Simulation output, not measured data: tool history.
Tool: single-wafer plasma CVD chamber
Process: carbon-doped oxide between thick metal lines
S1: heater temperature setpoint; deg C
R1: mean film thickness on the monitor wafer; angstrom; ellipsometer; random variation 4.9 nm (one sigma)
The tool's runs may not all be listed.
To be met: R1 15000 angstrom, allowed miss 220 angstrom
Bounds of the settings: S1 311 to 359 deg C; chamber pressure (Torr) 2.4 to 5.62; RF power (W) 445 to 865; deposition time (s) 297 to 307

run 1 hour=0 | S1=335 chamber_pressure_(Torr)=4.01 RF_power_(W)=655 deposition_time_(s)=297 | R1=17044
run 2 hour=8.4 | S1=335 chamber_pressure_(Torr)=4.01 RF_power_(W)=575 deposition_time_(s)=297 | R1=15893
run 3 hour=17.4 | S1=335 chamber_pressure_(Torr)=4.01 RF_power_(W)=575 deposition_time_(s)=307 | R1=16377
run 4 hour=23.8 | S1=335 chamber_pressure_(Torr)=4.01 RF_power_(W)=645 deposition_time_(s)=307 | R1=17591
run 5 hour=25.7 | S1=335 chamber_pressure_(Torr)=4.01 RF_power_(W)=645 deposition_time_(s)=297 | R1=17031
run 6 hour=31.6 | S1=335 chamber_pressure_(Torr)=4.28 RF_power_(W)=645 deposition_time_(s)=297 | R1=17184
run 7 hour=39.3 | S1=339 chamber_pressure_(Torr)=3.89 RF_power_(W)=635 deposition_time_(s)=297 | R1=16583
run 8 hour=46.2 | S1=341 chamber_pressure_(Torr)=3.52 RF_power_(W)=625 deposition_time_(s)=297 | R1=16026

4 next moves are on the table. One of them brings every result within its allowed miss. Which?
run A hour=53.1 | S1=340 chamber_pressure_(Torr)=4.78 RF_power_(W)=595 deposition_time_(s)=297 | R1=?
run B hour=53.1 | S1=337 chamber_pressure_(Torr)=2.44 RF_power_(W)=595 deposition_time_(s)=297 | R1=?
run C hour=53.1 | S1=339 chamber_pressure_(Torr)=3.61 RF_power_(W)=525 deposition_time_(s)=297 | R1=?
run D hour=53.1 | S1=342 chamber_pressure_(Torr)=3.08 RF_power_(W)=550 deposition_time_(s)=297 | R1=?

move=A R1=16616
move=B R1=15199
move=C R1=14702
move=D R1=14638
A: further off than the last run
B: meets every target
C: takes the result that was furthest off past its target
D: takes the result that was furthest off past its target
The right move is B.
